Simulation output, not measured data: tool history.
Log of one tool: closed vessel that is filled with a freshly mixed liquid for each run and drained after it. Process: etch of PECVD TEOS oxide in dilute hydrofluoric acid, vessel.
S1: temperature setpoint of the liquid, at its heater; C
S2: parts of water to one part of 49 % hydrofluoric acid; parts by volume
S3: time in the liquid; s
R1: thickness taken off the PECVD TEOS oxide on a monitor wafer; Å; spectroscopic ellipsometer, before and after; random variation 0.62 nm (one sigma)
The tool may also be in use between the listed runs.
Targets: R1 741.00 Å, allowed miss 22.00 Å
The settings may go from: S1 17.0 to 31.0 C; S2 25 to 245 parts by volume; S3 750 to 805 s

run 1 day=0.000 | S1=23.0 S2=135 S3=750 | R1=518.13
run 2 day=0.042 | S1=23.0 S2=135 S3=750 | R1=521.01
run 3 day=0.142 | S1=23.0 S2=135 S3=750 | R1=523.87
run 4 day=0.292 | S1=23.0 S2=180 S3=750 | R1=371.78
run 5 day=0.358 | S1=23.0 S2=180 S3=805 | R1=397.87
run 6 day=0.517 | S1=25.0 S2=170 S3=805 | R1=466.05
run 7 day=0.750 | S1=29.0 S2=135 S3=805 | R1=689.02
run 8 day=1.050 | S1=29.5 S2=135 S3=805 | R1=717.29

4 next moves are on the table. One of them brings every result within its allowed miss. Which?
run A day=1.350 | S1=31.0 S2=145 S3=785 | R1=?
run B day=1.350 | S1=28.0 S2=130 S3=785 | R1=?
run C day=1.350 | S1=31.0 S2=135 S3=790 | R1=?
run D day=1.350 | S1=30.5 S2=125 S3=805 | R1=?

move=A R1=684.30
move=B R1=697.76
move=C R1=749.79
move=D R1=821.51
A: further off than the last run
B: further off than the last run
C: meets every target
D: takes the result that was furthest off past its target
Move C is the one to make.
